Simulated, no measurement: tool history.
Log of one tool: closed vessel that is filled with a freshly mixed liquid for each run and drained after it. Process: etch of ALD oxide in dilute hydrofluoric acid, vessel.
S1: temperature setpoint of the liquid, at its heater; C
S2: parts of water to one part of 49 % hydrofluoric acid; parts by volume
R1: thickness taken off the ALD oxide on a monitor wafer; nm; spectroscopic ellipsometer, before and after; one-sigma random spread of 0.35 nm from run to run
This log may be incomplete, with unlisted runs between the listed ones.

run 1 day=0 | S1=25 S2=200 time_in_the_liquid_(s)=225 | R1=10.179
run 2 day=0.158 | S1=27 S2=155 time_in_the_liquid_(s)=230 | R1=15.445
run 3 day=0.221 | S1=27 S2=155 time_in_the_liquid_(s)=245 | R1=16.554
run 4 day=0.575 | S1=25 S2=155 time_in_the_liquid_(s)=245 | R1=15.167
run 5 day=0.862 | S1=28 S2=155 time_in_the_liquid_(s)=245 | R1=16.804
run 6 day=1.129 | S1=28 S2=155 time_in_the_liquid_(s)=245 | R1=16.995
run 7 day=1.329 | S1=32 S2=75 time_in_the_liquid_(s)=245 | R1=45.78
run 8 day=1.621 | S1=31.5 S2=75 time_in_the_liquid_(s)=245 | R1=44.29

Estimate the outcome of run 9 from the log above:
run 9 day=1.929 | S1=31 S2=75 time_in_the_liquid_(s)=245 | R1=?

R1: 43.854 nm
